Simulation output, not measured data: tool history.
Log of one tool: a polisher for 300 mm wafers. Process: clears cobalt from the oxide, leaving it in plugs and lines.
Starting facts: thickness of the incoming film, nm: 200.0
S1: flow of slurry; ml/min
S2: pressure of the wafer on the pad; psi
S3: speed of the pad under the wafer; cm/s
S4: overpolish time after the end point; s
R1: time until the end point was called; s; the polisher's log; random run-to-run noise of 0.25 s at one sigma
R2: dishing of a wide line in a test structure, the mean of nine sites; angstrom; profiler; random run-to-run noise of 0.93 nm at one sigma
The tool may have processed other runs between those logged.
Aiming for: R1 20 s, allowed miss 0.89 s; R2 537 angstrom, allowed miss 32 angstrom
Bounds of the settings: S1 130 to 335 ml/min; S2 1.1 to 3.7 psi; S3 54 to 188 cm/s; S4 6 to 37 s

run	hour	S1	S2	S3	S4	R1	R2
1	0	215	2.4	120	19	30.475	551.26
2	4.4	215	2.4	120	25	30.467	574.12
3	8.9	215	2.4	108	25	33.797	548.02
4	11.8	215	2.4	128	25	28.419	574.38
5	20.7	215	2.4	152	25	23.938	590.99
6	27.1	215	2.5	154	20	22.977	576.76
7	28.3	215	2.6	156	16	21.439	556.39
8	35.5	215	2.6	156	14	21.852	535.94
9	40.4	215	2.7	156	14	21.376	544.89

Exactly one of the 5 candidate moves below puts every result within its allowed miss. Which one?
A	45.3	245	2.5	156	14	?	?
B	45.3	195	3.2	126	11	?	?
C	45.3	210	3	150	14	?	?
D	45.3	210	2.7	152	13	?	?
E	45.3	225	2.2	178	16	?	?

move	R1	R2
A	23.02	532.6
B	22.909	494.06
C	20.415	548.09
D	22.261	526.5
E	22.964	550.39
A: lands further from the targets than the last run did
B: lands further from the targets than the last run did
C: every result within its allowed miss
D: lands further from the targets than the last run did
E: lands further from the targets than the last run did
Correct choice: C, which meets every target

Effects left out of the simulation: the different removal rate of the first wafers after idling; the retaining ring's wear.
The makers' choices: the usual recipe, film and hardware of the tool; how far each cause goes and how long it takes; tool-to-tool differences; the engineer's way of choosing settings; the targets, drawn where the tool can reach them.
